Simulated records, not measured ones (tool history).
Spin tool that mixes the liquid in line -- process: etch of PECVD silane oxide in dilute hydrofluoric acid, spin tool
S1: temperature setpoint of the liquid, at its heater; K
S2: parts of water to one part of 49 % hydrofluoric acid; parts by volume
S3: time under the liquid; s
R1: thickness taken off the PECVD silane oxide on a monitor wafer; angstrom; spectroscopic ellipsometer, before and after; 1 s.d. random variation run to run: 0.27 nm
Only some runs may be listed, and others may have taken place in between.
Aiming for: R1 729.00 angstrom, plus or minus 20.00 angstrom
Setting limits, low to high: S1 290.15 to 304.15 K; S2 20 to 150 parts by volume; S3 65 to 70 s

Run 1, hour 0.0: S1 296.15 K, S2 85 parts by volume, S3 65 s. Result: R1 274.43 angstrom.
Run 2, hour 3.9: S1 298.65 K, S2 70 parts by volume, S3 65 s. Result: R1 376.63 angstrom.
Run 3, hour 10.4: S1 301.65 K, S2 70 parts by volume, S3 65 s. Result: R1 425.15 angstrom.
Run 4, hour 12.7: S1 301.65 K, S2 70 parts by volume, S3 70 s. Result: R1 458.65 angstrom.
Run 5, hour 13.8: S1 302.15 K, S2 60 parts by volume, S3 70 s. Result: R1 552.56 angstrom.
Run 6, hour 20.7: S1 302.15 K, S2 80 parts by volume, S3 70 s. Result: R1 401.39 angstrom.
Run 7, hour 27.8: S1 302.65 K, S2 70 parts by volume, S3 70 s. Result: R1 475.31 angstrom.
Run 8, hour 29.8: S1 303.15 K, S2 60 parts by volume, S3 70 s. Result: R1 577.17 angstrom.
Run 9, hour 31.7: S1 303.65 K, S2 55 parts by volume, S3 70 s. Result: R1 641.01 angstrom.

5 candidate next runs follow, results not yet known. Just one meets every target within its allowed miss. Identify it.
Run A, hour 33.6: S1 302.65 K, S2 60 parts by volume, S3 65 s. Result: R1 ?.
Run B, hour 33.6: S1 302.65 K, S2 55 parts by volume, S3 65 s. Result: R1 ?.
Run C, hour 33.6: S1 298.15 K, S2 50 parts by volume, S3 70 s. Result: R1 ?.
Run D, hour 33.6: S1 303.15 K, S2 45 parts by volume, S3 65 s. Result: R1 ?.
Run E, hour 33.6: S1 303.65 K, S2 55 parts by volume, S3 65 s. Result: R1 ?.

move      R1
   A  522.78
   B  574.59
   C  572.58
   D  727.25
   E  597.48
A: further off than the last run
B: further off than the last run
C: further off than the last run
D: all results in spec
E: further off than the last run
The move that meets every target is D.

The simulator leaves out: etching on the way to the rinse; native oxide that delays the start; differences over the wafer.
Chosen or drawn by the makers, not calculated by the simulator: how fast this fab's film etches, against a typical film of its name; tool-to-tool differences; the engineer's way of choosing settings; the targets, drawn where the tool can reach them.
